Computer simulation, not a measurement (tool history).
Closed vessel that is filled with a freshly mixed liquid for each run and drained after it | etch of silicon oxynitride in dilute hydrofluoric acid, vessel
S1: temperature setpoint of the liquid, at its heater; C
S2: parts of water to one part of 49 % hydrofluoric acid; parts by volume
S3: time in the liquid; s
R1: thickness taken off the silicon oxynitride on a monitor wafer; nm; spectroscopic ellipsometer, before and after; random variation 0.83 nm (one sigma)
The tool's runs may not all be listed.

run,hour,S1,S2,S3,R1
1,0.0,23.0,65,1385,52.055
2,3.3,23.0,80,1385,41.914
3,4.6,23.0,60,1385,56.974
4,11.5,23.0,60,1385,56.588
5,18.0,24.5,55,1385,65.910
6,19.2,23.0,55,1385,62.221
7,25.8,24.5,50,1385,73.857

The next listed run, before its measurement:
8,32.6,28.5,40,1385,?

Run 8 produced R1 111.360 nm.

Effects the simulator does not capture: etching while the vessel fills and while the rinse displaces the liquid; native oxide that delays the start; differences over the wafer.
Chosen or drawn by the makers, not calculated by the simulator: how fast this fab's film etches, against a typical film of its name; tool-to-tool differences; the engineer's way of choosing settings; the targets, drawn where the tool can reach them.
